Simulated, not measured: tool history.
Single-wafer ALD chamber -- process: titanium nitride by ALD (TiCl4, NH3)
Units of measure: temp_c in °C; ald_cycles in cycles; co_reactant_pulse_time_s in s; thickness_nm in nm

Run 1, day 0: temp_c 390 °C, ald_cycles 106 cycles, co_reactant_pulse_time_s 1.74 s. Result: thickness_nm 2.3272 nm.
Run 2, day 0.192: temp_c 387 °C, ald_cycles 106 cycles, co_reactant_pulse_time_s 1.6 s. Result: thickness_nm 2.2969 nm.
Run 3, day 0.479: temp_c 395 °C, ald_cycles 106 cycles, co_reactant_pulse_time_s 1.6 s. Result: thickness_nm 2.3548 nm.
Run 4, day 0.767: temp_c 395 °C, ald_cycles 106 cycles, co_reactant_pulse_time_s 1.21 s. Result: thickness_nm 2.3217 nm.
Run 5, day 0.888: temp_c 395 °C, ald_cycles 109 cycles, co_reactant_pulse_time_s 1.21 s. Result: thickness_nm 2.3455 nm.
Run 6, day 1.217: temp_c 395 °C, ald_cycles 106 cycles, co_reactant_pulse_time_s 1.21 s. Result: thickness_nm 2.2918 nm.
Run 7, day 1.4: temp_c 393 °C, ald_cycles 106 cycles, co_reactant_pulse_time_s 1.15 s. Result: thickness_nm 2.2732 nm.
Run 8, day 1.767: temp_c 392 °C, ald_cycles 106 cycles, co_reactant_pulse_time_s 1.11 s. Result: thickness_nm 2.2837 nm.
Run 9, day 1.962: temp_c 389 °C, ald_cycles 106 cycles, co_reactant_pulse_time_s 1.05 s. Result: thickness_nm 2.2653 nm.
Run 10, day 2.175: temp_c 389 °C, ald_cycles 106 cycles, co_reactant_pulse_time_s 1.05 s. Result: thickness_nm 2.264 nm.

The next listed run, before its measurement:
Run 11, day 2.367: temp_c 387 °C, ald_cycles 106 cycles, co_reactant_pulse_time_s 1 s. Result: thickness_nm ?.

thickness_nm: 2.2382 nm

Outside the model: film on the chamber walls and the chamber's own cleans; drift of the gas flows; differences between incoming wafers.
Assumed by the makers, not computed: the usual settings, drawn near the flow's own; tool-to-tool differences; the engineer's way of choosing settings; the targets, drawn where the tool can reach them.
